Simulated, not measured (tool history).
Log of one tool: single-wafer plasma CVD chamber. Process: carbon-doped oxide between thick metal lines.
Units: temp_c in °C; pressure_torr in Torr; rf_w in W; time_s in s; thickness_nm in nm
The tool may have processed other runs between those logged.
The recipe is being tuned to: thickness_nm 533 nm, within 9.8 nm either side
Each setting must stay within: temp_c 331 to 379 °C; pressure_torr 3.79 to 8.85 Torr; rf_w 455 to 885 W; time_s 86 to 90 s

run    day  temp_c  pressure_torr  rf_w  time_s  thickness_nm
  1      0     355           6.32   670      90         597.4
  2  0.346     355           5.24   670      90        583.19
  3    0.4     357           4.99   660      90        571.16
  4  0.596     357           6.06   660      90        585.27
  5  0.829     357           5.52   660      90        581.08
  6  1.188     358           5.29   645      90        567.56
  7  1.508     359            5.1   640      90        559.19
  8  1.833     360           4.97   635      90        552.35
  9  2.208     361           4.88   635      90        551.82
 10  2.412     362           4.78   635      90        548.81
 11  2.583     363           4.69   635      90        543.92

4 candidate next runs follow, results not yet known. Just one meets every target within its allowed miss. Identify it.
  A  2.754     378           5.58   610      90             ?
  B  2.754     363            4.9   635      90             ?
  C  2.754     364           4.38   680      90             ?
  D  2.754     359           4.06   680      90             ?

move  thickness_nm
   A        529.01
   B        546.52
   C        555.04
   D        554.47
A: each result inside its tolerance
B: moves away from the targets compared with the last run
C: moves away from the targets compared with the last run
D: moves away from the targets compared with the last run
Correct choice: A, which meets every target
